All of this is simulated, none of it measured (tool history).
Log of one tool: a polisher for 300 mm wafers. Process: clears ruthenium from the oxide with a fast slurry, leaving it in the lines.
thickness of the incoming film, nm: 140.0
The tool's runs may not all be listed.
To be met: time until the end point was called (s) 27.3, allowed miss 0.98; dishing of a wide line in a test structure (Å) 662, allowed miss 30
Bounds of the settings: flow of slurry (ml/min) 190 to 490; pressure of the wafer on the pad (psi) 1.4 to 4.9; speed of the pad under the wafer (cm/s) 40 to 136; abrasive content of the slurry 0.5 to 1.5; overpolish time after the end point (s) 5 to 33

run	day	flow of slurry (ml/min)	pressure of the wafer on the pad (psi)	speed of the pad under the wafer (cm/s)	abrasive content of the slurry	overpolish time after the end point (s)	time until the end point was called (s)	dishing of a wide line in a test structure (Å)
1	0	315	3.1	88	1	17	34.654	451.65
2	0.342	315	3.1	88	1.1	17	32.06	456.14
3	0.562	315	3.1	110	1.1	17	28.46	511.09
4	0.762	360	3.1	110	1.1	17	27.959	494.44
5	1.067	350	3.1	110	1.1	18	28.474	510.86
6	1.25	350	3.1	110	1.25	18	26.442	553.42
7	1.512	345	3.1	110	1.25	19	25.996	548.53
8	1.546	340	3.1	110	1.25	21	26.346	577.73
9	1.742	340	3.1	110	1.25	22	26.569	596.07
10	1.933	340	3.1	110	1.25	23	25.758	588.94
11	2.171	330	3	110	1.25	25	27.296	613.63
12	2.362	330	3	110	1.25	26	27.084	631.4

4 next moves are on the table. One of them brings every result within its allowed miss. Which?
A	2.554	335	2.8	122	1.25	22	?	?
B	2.554	345	3.2	106	1.25	20	?	?
C	2.554	250	2.8	118	1.35	29	?	?
D	2.554	310	3	118	1.25	23	?	?

move	time until the end point was called (s)	dishing of a wide line in a test structure (Å)
A	26.721	589.2
B	25.862	572.44
C	26.805	655.97
D	25.76	610.2
A: further off than the last run
B: further off than the last run
C: meets every target
D: further off than the last run
Answer: C

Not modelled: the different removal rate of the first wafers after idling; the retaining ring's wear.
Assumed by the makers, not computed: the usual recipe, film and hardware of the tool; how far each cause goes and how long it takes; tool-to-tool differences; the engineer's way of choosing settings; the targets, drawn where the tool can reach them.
